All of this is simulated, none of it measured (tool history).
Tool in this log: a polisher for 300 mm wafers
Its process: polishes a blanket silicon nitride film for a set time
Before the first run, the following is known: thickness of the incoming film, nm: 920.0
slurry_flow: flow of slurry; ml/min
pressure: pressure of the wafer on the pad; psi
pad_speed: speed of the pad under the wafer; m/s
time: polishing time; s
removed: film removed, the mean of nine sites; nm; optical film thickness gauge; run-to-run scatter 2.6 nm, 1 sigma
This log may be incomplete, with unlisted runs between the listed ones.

{"run": 1, "hour": 0.0, "slurry_flow": 260, "pressure": 3.7, "pad_speed": 1.2, "time": 82, "removed": 155.54}
{"run": 2, "hour": 1.5, "slurry_flow": 260, "pressure": 4.4, "pad_speed": 1.2, "time": 82, "removed": 178.21}
{"run": 3, "hour": 6.5, "slurry_flow": 230, "pressure": 4.4, "pad_speed": 1.2, "time": 82, "removed": 179.79}
{"run": 4, "hour": 8.5, "slurry_flow": 230, "pressure": 4.7, "pad_speed": 1.2, "time": 82, "removed": 188.99}
{"run": 5, "hour": 15.3, "slurry_flow": 230, "pressure": 4.9, "pad_speed": 1.2, "time": 82, "removed": 192.36}
{"run": 6, "hour": 22.0, "slurry_flow": 230, "pressure": 4.1, "pad_speed": 1.2, "time": 82, "removed": 172.17}
{"run": 7, "hour": 27.6, "slurry_flow": 230, "pressure": 4.4, "pad_speed": 1.22, "time": 82, "removed": 179.95}

Run 8 is up next; what results do you expect?
{"run": 8, "hour": 36.3, "slurry_flow": 230, "pressure": 4.7, "pad_speed": 1.24, "time": 82, "removed": "?"}

{"run 8": {"removed": 193.68}}
